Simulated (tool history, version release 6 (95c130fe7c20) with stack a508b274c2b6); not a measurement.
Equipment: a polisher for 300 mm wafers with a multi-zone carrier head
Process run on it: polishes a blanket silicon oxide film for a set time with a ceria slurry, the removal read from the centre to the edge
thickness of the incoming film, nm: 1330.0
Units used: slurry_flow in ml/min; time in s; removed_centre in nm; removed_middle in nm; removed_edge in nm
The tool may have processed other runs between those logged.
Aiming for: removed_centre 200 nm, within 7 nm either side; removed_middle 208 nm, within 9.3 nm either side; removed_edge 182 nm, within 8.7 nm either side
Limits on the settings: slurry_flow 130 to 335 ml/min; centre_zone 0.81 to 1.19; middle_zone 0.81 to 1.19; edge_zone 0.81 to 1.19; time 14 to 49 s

Run 1, hour 0: slurry_flow 215 ml/min, centre_zone 1, middle_zone 1, edge_zone 1, time 31 s. Result: removed_centre 143.02 nm, removed_middle 141.14 nm, removed_edge 140.3 nm.
Run 2, hour 8.4: slurry_flow 225 ml/min, centre_zone 1.02, middle_zone 1.04, edge_zone 1.01, time 33 s. Result: removed_centre 153.37 nm, removed_middle 153.31 nm, removed_edge 151.17 nm.
Run 3, hour 13: slurry_flow 230 ml/min, centre_zone 1.04, middle_zone 1.07, edge_zone 0.99, time 35 s. Result: removed_centre 168.81 nm, removed_middle 166.64 nm, removed_edge 157.45 nm.
Run 4, hour 18.1: slurry_flow 230 ml/min, centre_zone 1.11, middle_zone 1.07, edge_zone 0.99, time 35 s. Result: removed_centre 173.32 nm, removed_middle 169.21 nm, removed_edge 162.76 nm.
Run 5, hour 20.8: slurry_flow 230 ml/min, centre_zone 1.11, middle_zone 1.07, edge_zone 1.08, time 35 s. Result: removed_centre 174.97 nm, removed_middle 167.62 nm, removed_edge 166.01 nm.
Run 6, hour 21.4: slurry_flow 230 ml/min, centre_zone 1.11, middle_zone 1.07, edge_zone 1.08, time 29 s. Result: removed_centre 143.57 nm, removed_middle 137.46 nm, removed_edge 137.1 nm.
Run 7, hour 22.4: slurry_flow 235 ml/min, centre_zone 1.11, middle_zone 1.1, edge_zone 1.07, time 31 s. Result: removed_centre 157.89 nm, removed_middle 155.92 nm, removed_edge 146.98 nm.
Run 8, hour 28.2: slurry_flow 240 ml/min, centre_zone 1.11, middle_zone 1.12, edge_zone 1.08, time 32 s. Result: removed_centre 161.71 nm, removed_middle 159.11 nm, removed_edge 152.03 nm.
Run 9, hour 32.9: slurry_flow 240 ml/min, centre_zone 1.11, middle_zone 1.14, edge_zone 1.06, time 34 s. Result: removed_centre 171.51 nm, removed_middle 173.69 nm, removed_edge 160.31 nm.

Pick the move, out of 5, that brings all results within their allowed miss; only one does.
Run A, hour 37.6: slurry_flow 270 ml/min, centre_zone 1.19, middle_zone 0.98, edge_zone 1.01, time 39 s. Result: removed_centre ?, removed_middle ?, removed_edge ?.
Run B, hour 37.6: slurry_flow 130 ml/min, centre_zone 0.82, middle_zone 0.81, edge_zone 1.19, time 39 s. Result: removed_centre ?, removed_middle ?, removed_edge ?.
Run C, hour 37.6: slurry_flow 285 ml/min, centre_zone 1.12, middle_zone 0.97, edge_zone 1.07, time 40 s. Result: removed_centre ?, removed_middle ?, removed_edge ?.
Run D, hour 37.6: slurry_flow 235 ml/min, centre_zone 1.1, middle_zone 1.18, edge_zone 1.01, time 40 s. Result: removed_centre ?, removed_middle ?, removed_edge ?.
Run E, hour 37.6: slurry_flow 200 ml/min, centre_zone 1.13, middle_zone 1.19, edge_zone 0.91, time 31 s. Result: removed_centre ?, removed_middle ?, removed_edge ?.

move  removed_centre  removed_middle  removed_edge
   A          212.82          176.91        182.64
   B           135.7          132.64        180.74
   C          208.89             181        193.61
   D          200.92          209.09        184.44
   E           155.1          159.43        133.68
A: takes the result that was furthest off past its target
B: further off than the last run
C: takes the result that was furthest off past its target
D: meets every target
E: further off than the last run
The right move is D.
